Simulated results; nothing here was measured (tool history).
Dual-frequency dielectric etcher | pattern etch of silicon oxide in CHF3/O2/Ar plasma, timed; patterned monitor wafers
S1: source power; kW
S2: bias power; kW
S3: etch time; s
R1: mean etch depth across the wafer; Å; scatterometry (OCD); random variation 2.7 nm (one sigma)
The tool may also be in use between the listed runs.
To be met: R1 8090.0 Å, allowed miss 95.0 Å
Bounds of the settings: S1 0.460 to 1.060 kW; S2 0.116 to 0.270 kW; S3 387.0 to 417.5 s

run 1 hour=0.0 | S1=0.760 S2=0.193 S3=417.5 | R1=9395.5
run 2 hour=0.8 | S1=0.760 S2=0.171 S3=417.5 | R1=9052.5
run 3 hour=7.2 | S1=0.760 S2=0.142 S3=417.5 | R1=8721.4
run 4 hour=13.7 | S1=0.760 S2=0.142 S3=417.5 | R1=8736.1
run 5 hour=22.7 | S1=0.730 S2=0.141 S3=417.5 | R1=8574.9
run 6 hour=28.7 | S1=0.820 S2=0.141 S3=417.5 | R1=8959.2
run 7 hour=33.6 | S1=0.770 S2=0.140 S3=417.5 | R1=8792.3
run 8 hour=35.3 | S1=0.730 S2=0.139 S3=417.5 | R1=8539.6

Which of these 4 next moves meets every target?
run A hour=37.0 | S1=0.750 S2=0.129 S3=395.5 | R1=?
run B hour=37.0 | S1=0.700 S2=0.145 S3=387.0 | R1=?
run C hour=37.0 | S1=0.760 S2=0.117 S3=387.0 | R1=?
run D hour=37.0 | S1=0.600 S2=0.127 S3=417.5 | R1=?

move=A R1=8106.4
move=B R1=7931.8
move=C R1=7825.5
move=D R1=7928.7
A: meets every target
B: takes the result that was furthest off past its target
C: takes the result that was furthest off past its target
D: takes the result that was furthest off past its target
Move A is the one to make.
